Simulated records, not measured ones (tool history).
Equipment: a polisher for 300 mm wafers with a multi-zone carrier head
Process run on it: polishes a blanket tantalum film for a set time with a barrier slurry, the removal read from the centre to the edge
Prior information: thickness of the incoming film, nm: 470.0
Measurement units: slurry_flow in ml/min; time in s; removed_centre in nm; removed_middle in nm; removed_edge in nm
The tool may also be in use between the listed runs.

| run | day | slurry_flow | centre_zone | middle_zone | edge_zone | slurry_solids | time | removed_centre | removed_middle | removed_edge |
|---|---|---|---|---|---|---|---|---|---|---|
| 1 | 0 | 310 | 1 | 1 | 1 | 1 | 68 | 68.53 | 69.6 | 69.63 |
| 2 | 0.025 | 310 | 1.05 | 1 | 1 | 1 | 68 | 71.651 | 69.696 | 70.128 |
| 3 | 0.354 | 315 | 1.08 | 1.01 | 1.04 | 1.1 | 68 | 75.766 | 72.03 | 75.987 |
| 4 | 0.446 | 315 | 1.08 | 1.04 | 1.04 | 1.1 | 68 | 75.399 | 75.253 | 73.63 |
| 5 | 0.504 | 325 | 1.11 | 1.04 | 1.06 | 1.15 | 68 | 80.722 | 77.075 | 77.254 |
| 6 | 0.829 | 325 | 1.11 | 1.04 | 1.06 | 1 | 68 | 74.772 | 72.525 | 73.887 |
| 7 | 0.917 | 335 | 1.13 | 1.04 | 1.08 | 1.1 | 68 | 79.692 | 76.261 | 75.654 |

Run 8 has not been measured yet. What should we expect?
| 8 | 1.238 | 295 | 1.13 | 0.94 | 1.18 | 1.35 | 74 | ? | ? | ? |

{"run 8": {"removed_centre": 89.479, "removed_middle": 78.521, "removed_edge": 92.165}}
